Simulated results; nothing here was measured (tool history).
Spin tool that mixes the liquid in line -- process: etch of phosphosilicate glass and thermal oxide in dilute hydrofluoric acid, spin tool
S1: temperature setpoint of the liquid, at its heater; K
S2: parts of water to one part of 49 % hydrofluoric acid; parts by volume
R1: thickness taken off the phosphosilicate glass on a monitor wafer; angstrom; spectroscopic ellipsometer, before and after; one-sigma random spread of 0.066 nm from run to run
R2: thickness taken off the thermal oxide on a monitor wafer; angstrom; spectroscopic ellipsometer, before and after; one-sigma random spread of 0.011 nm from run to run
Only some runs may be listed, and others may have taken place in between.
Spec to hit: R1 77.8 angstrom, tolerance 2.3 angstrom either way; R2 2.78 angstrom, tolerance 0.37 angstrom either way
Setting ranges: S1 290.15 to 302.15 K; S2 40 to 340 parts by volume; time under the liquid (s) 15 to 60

run 1 day=0 | S1=294.15 S2=190 time_under_the_liquid_(s)=30 | R1=176.64 R2=6.2678
run 2 day=0.279 | S1=294.15 S2=190 time_under_the_liquid_(s)=35 | R1=207.31 R2=7.3657
run 3 day=0.608 | S1=294.15 S2=145 time_under_the_liquid_(s)=35 | R1=285.11 R2=9.6638
run 4 day=0.892 | S1=293.65 S2=175 time_under_the_liquid_(s)=35 | R1=222.62 R2=7.9026
run 5 day=1.183 | S1=293.15 S2=200 time_under_the_liquid_(s)=35 | R1=189.14 R2=6.5985
run 6 day=1.408 | S1=291.15 S2=200 time_under_the_liquid_(s)=35 | R1=171.02 R2=6.4471
run 7 day=1.479 | S1=291.15 S2=220 time_under_the_liquid_(s)=35 | R1=156.02 R2=5.3363
run 8 day=1.771 | S1=290.15 S2=295 time_under_the_liquid_(s)=30 | R1=89.179 R2=3.086

Which of these 5 next moves meets every target?
run A day=2.062 | S1=290.15 S2=270 time_under_the_liquid_(s)=25 | R1=? R2=?
run B day=2.062 | S1=290.65 S2=330 time_under_the_liquid_(s)=30 | R1=? R2=?
run C day=2.062 | S1=290.15 S2=200 time_under_the_liquid_(s)=20 | R1=? R2=?
run D day=2.062 | S1=290.15 S2=255 time_under_the_liquid_(s)=20 | R1=? R2=?
run E day=2.062 | S1=291.65 S2=315 time_under_the_liquid_(s)=30 | R1=? R2=?

move=A R1=83.014 R2=2.8442
move=B R1=78.975 R2=2.7059
move=C R1=95.383 R2=3.268
move=D R1=71.233 R2=2.4406
move=E R1=86.941 R2=2.9788
A: an improvement on the last run, though not all results are within tolerance
B: hits every target within its allowed miss
C: lands further from the targets than the last run did
D: takes the biggest miss from the last run beyond its target
E: an improvement on the last run, though not all results are within tolerance
Correct choice: B, which meets every target
